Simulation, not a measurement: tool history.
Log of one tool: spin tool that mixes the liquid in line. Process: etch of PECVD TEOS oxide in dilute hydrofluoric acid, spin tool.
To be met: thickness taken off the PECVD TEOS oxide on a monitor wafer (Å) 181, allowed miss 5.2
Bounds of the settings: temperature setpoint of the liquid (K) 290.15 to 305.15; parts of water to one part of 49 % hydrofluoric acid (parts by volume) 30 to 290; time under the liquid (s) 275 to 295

run	hour	temperature setpoint of the liquid (K)	parts of water to one part of 49 % hydrofluoric acid (parts by volume)	time under the liquid (s)	thickness taken off the PECVD TEOS oxide on a monitor wafer (Å)
1	0	297.15	160	275	231.83
2	3.6	297.15	160	295	245.91
3	6.5	296.15	160	295	237.24
4	9.6	297.65	160	295	251.89
5	11.6	296.65	160	295	243
6	17.1	295.65	160	295	233.75
7	21.9	295.15	160	295	228.7
8	27	294.65	160	295	225.23
9	31.4	294.15	160	295	219.64
10	34.2	293.65	160	295	216.14

5 next moves are on the table. One of them brings every result within its allowed miss. Which?
A	37	293.15	170	290	?
B	37	292.15	160	285	?
C	37	292.15	170	280	?
D	37	293.65	165	275	?
E	37	292.65	190	275	?

move	thickness taken off the PECVD TEOS oxide on a monitor wafer (Å)
A	194.23
B	196.91
C	180.27
D	194.53
E	158.41
A: nearer than the last run, and not there yet
B: nearer than the last run, and not there yet
C: meets every target
D: nearer than the last run, and not there yet
E: takes the result that was furthest off past its target
The right move is C.
